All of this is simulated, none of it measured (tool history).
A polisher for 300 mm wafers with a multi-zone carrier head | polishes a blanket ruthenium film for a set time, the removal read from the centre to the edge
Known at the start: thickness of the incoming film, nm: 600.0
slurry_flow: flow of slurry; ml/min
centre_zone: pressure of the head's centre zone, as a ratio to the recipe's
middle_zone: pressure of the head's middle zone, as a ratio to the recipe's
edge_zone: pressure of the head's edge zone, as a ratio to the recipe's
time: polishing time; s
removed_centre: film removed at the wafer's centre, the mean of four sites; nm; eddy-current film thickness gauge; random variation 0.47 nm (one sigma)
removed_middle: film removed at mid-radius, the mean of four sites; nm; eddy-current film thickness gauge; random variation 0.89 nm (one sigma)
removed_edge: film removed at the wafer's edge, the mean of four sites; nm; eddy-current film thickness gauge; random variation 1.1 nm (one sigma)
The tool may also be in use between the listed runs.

{"run": 1, "hour": 0.0, "slurry_flow": 135, "centre_zone": 1, "middle_zone": 1, "edge_zone": 1, "time": 74, "removed_centre": 126.37, "removed_middle": 125.71, "removed_edge": 123.3}
{"run": 2, "hour": 3.7, "slurry_flow": 150, "centre_zone": 1, "middle_zone": 1, "edge_zone": 1, "time": 74, "removed_centre": 127.78, "removed_middle": 125.9, "removed_edge": 124.78}
{"run": 3, "hour": 5.7, "slurry_flow": 145, "centre_zone": 0.95, "middle_zone": 0.97, "edge_zone": 0.99, "time": 65, "removed_centre": 105.91, "removed_middle": 107.41, "removed_edge": 113.65}
{"run": 4, "hour": 14.6, "slurry_flow": 145, "centre_zone": 0.99, "middle_zone": 0.97, "edge_zone": 0.99, "time": 65, "removed_centre": 109.99, "removed_middle": 107.73, "removed_edge": 111.77}
{"run": 5, "hour": 19.2, "slurry_flow": 135, "centre_zone": 0.96, "middle_zone": 0.97, "edge_zone": 0.96, "time": 58, "removed_centre": 94.62, "removed_middle": 94.145, "removed_edge": 95.101}
{"run": 6, "hour": 24.4, "slurry_flow": 125, "centre_zone": 0.92, "middle_zone": 0.96, "edge_zone": 0.95, "time": 55, "removed_centre": 83.799, "removed_middle": 88.261, "removed_edge": 88.917}
{"run": 7, "hour": 31.7, "slurry_flow": 115, "centre_zone": 0.89, "middle_zone": 0.93, "edge_zone": 0.94, "time": 54, "removed_centre": 77.64, "removed_middle": 82.666, "removed_edge": 86.703}
{"run": 8, "hour": 32.3, "slurry_flow": 110, "centre_zone": 0.87, "middle_zone": 0.91, "edge_zone": 0.92, "time": 53, "removed_centre": 74.258, "removed_middle": 79.298, "removed_edge": 82.629}
{"run": 9, "hour": 37.1, "slurry_flow": 105, "centre_zone": 0.85, "middle_zone": 0.9, "edge_zone": 0.92, "time": 52, "removed_centre": 69.843, "removed_middle": 77.044, "removed_edge": 82.921}
{"run": 10, "hour": 40.6, "slurry_flow": 100, "centre_zone": 0.84, "middle_zone": 0.89, "edge_zone": 0.9, "time": 52, "removed_centre": 67.408, "removed_middle": 73.995, "removed_edge": 80.675}
{"run": 11, "hour": 49.3, "slurry_flow": 95, "centre_zone": 0.84, "middle_zone": 0.89, "edge_zone": 0.88, "time": 52, "removed_centre": 67.038, "removed_middle": 72.592, "removed_edge": 79.092}

The next listed run, before its measurement:
{"run": 12, "hour": 52.2, "slurry_flow": 90, "centre_zone": 0.83, "middle_zone": 0.89, "edge_zone": 0.87, "time": 52, "removed_centre": "?", "removed_middle": "?", "removed_edge": "?"}

Run 12 gave removed_centre 64.344 nm, removed_middle 72.873 nm, removed_edge 76.212 nm.
